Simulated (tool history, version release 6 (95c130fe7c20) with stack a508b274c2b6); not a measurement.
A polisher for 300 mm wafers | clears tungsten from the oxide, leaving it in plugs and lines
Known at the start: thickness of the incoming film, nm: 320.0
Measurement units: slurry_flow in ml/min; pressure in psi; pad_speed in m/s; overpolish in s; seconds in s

| run | hour | slurry_flow | pressure | pad_speed | slurry_solids | overpolish | seconds |
|---|---|---|---|---|---|---|---|
| 1 | 0.0 | 305 | 2.4 | 1.24 | 1.0 | 7 | 83.488 |
| 2 | 2.5 | 305 | 2.8 | 1.24 | 1.0 | 7 | 72.459 |
| 3 | 8.3 | 305 | 2.8 | 0.98 | 1.0 | 7 | 90.800 |
| 4 | 10.3 | 305 | 3.0 | 0.98 | 1.0 | 7 | 84.467 |
| 5 | 15.9 | 305 | 3.2 | 0.98 | 1.0 | 7 | 78.633 |
| 6 | 19.5 | 305 | 3.2 | 0.98 | 0.9 | 7 | 81.277 |
| 7 | 24.3 | 305 | 3.3 | 1.00 | 0.9 | 7 | 76.164 |
|  | 25.4 | head pressure recalibrated |
| 8 | 25.4 | 305 | 3.4 | 1.00 | 0.9 | 7 | 79.836 |
| 9 | 28.6 | 305 | 3.5 | 1.06 | 0.9 | 7 | 73.765 |

Expected results for the next run?
| 10 | 35.2 | 305 | 3.6 | 1.10 | 0.9 | 7 | ? |

{"run 10": {"seconds": 68.889}}

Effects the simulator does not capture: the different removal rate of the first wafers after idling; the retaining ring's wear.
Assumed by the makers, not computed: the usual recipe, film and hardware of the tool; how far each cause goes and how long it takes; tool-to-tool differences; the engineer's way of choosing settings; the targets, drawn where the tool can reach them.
